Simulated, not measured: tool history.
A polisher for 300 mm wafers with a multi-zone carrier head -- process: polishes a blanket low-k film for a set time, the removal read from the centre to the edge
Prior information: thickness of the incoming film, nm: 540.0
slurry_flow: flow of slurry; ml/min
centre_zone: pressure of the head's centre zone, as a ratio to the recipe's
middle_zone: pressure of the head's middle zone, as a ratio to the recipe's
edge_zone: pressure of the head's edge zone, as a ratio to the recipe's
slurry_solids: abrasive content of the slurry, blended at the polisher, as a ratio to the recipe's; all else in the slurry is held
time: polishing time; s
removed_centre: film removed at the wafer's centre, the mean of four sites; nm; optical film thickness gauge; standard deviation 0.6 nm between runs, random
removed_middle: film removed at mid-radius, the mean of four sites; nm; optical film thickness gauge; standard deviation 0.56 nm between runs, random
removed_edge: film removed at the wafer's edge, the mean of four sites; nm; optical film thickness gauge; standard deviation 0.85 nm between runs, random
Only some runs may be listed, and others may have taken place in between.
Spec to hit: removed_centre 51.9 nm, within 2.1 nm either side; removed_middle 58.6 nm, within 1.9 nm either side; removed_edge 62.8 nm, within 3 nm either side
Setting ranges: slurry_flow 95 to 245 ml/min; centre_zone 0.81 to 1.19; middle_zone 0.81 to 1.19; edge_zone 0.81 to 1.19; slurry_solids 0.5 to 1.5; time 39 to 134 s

| run | hour | slurry_flow | centre_zone | middle_zone | edge_zone | slurry_solids | time | removed_centre | removed_middle | removed_edge |
|---|---|---|---|---|---|---|---|---|---|---|
| 1 | 0 | 155 | 1 | 1 | 1 | 1 | 86 | 45.278 | 45.049 | 45.571 |
| 2 | 5.4 | 160 | 0.97 | 1.01 | 1.05 | 1.15 | 87 | 45.288 | 49.551 | 50.306 |
| 3 | 6.3 | 160 | 0.97 | 0.97 | 1.05 | 1.15 | 87 | 47.795 | 47.634 | 50.335 |
| 4 | 14.7 | 160 | 0.97 | 0.97 | 1.05 | 1.15 | 108 | 58.591 | 59.752 | 63.665 |
| 5 | 18.1 | 160 | 0.97 | 0.97 | 1.05 | 1.15 | 92 | 48.331 | 49.892 | 52.331 |
| 6 | 21 | 160 | 0.97 | 0.97 | 1.12 | 1.15 | 92 | 49.215 | 50.52 | 53.739 |
| 7 | 23.9 | 170 | 0.95 | 0.97 | 1.14 | 1.25 | 92 | 50.787 | 53.08 | 56.842 |
| 8 | 24.5 | 175 | 0.93 | 0.97 | 1.15 | 1.3 | 92 | 51.705 | 54.144 | 58.892 |
| 9 | 31.1 | 180 | 0.92 | 0.98 | 1.16 | 1.3 | 92 | 50.652 | 54.317 | 60.297 |
| 10 | 35.1 | 185 | 0.93 | 1 | 1.16 | 1.3 | 92 | 50.888 | 55.22 | 60.713 |
| 11 | 38.4 | 185 | 0.94 | 1.02 | 1.16 | 1.3 | 92 | 51.731 | 56.103 | 58.96 |
| 12 | 39.1 | 190 | 0.93 | 1.02 | 1.16 | 1.3 | 92 | 51.744 | 56.655 | 60.284 |

Which one of the following 4 next-run settings gets every result inside its allowed miss? There is exactly one.
| A | 39.8 | 150 | 0.92 | 0.96 | 1.16 | 1.4 | 93 | ? | ? | ? |
| B | 39.8 | 170 | 0.99 | 1 | 1.16 | 1.25 | 91 | ? | ? | ? |
| C | 39.8 | 190 | 0.96 | 1.13 | 1.13 | 1.35 | 88 | ? | ? | ? |
| D | 39.8 | 220 | 0.89 | 0.98 | 1.17 | 1.45 | 92 | ? | ? | ? |

| move | removed_centre | removed_middle | removed_edge |
|---|---|---|---|
| A | 49.96 | 54.375 | 61.284 |
| B | 51.677 | 53.771 | 58.246 |
| C | 51.133 | 60.446 | 58.185 |
| D | 52.127 | 59.157 | 64.669 |
A: its largest miss is bigger than the last run's
B: its largest miss is bigger than the last run's
C: gets the furthest-off result to its target, but another result is out of tolerance
D: each result inside its tolerance
Correct choice: D, which meets every target
